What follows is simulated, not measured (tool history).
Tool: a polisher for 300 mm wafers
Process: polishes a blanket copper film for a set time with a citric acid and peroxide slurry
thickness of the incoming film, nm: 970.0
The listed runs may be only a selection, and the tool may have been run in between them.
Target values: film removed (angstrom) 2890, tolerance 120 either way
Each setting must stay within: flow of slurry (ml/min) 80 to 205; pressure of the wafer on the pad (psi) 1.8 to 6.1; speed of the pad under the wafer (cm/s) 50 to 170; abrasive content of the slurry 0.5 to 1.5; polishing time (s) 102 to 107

run  hour  flow of slurry (ml/min)  pressure of the wafer on the pad (psi)  speed of the pad under the wafer (cm/s)  abrasive content of the slurry  polishing time (s)  film removed (angstrom)
  1     0                      135                                     3.9                                      110                               1                 102                   3908.4
  2   1.8                      135                                     3.9                                      134                               1                 102                   4681.2
  3   5.8                      135                                     3.4                                      134                               1                 102                   4109.8
  4   7.7                      135                                     3.1                                      134                               1                 102                   3662.9
  5  12.5                      135                                     2.9                                      134                               1                 102                   3473.5
  6  13.4                      135                                     2.9                                      134                             1.2                 102                   3597.4
  7  19.9                      135                                     2.7                                      134                             1.2                 102                   3514.4
  8  22.8                      135                                     2.5                                      134                             1.2                 102                   3240.9

Which single option among these 4 for the next run brings every result within its allowed miss of target? Just one does.
  A  25.7                      115                                       2                                      142                            1.15                 102                        ?
  B  25.7                      110                                     2.6                                      116                            1.25                 103                        ?
  C  25.7                      170                                       2                                      132                               1                 107                        ?
  D  25.7                      155                                     2.3                                      138                            1.25                 104                        ?

move  film removed (angstrom)
   A                   2640.8
   B                   2857.7
   C                   2626.6
   D                   3177.1
A: carries the result that was furthest off beyond its target, to the other side
B: all results land within tolerance of their targets
C: carries the result that was furthest off beyond its target, to the other side
D: better than the last run, though not everything is in spec
Correct choice: B, which meets every target
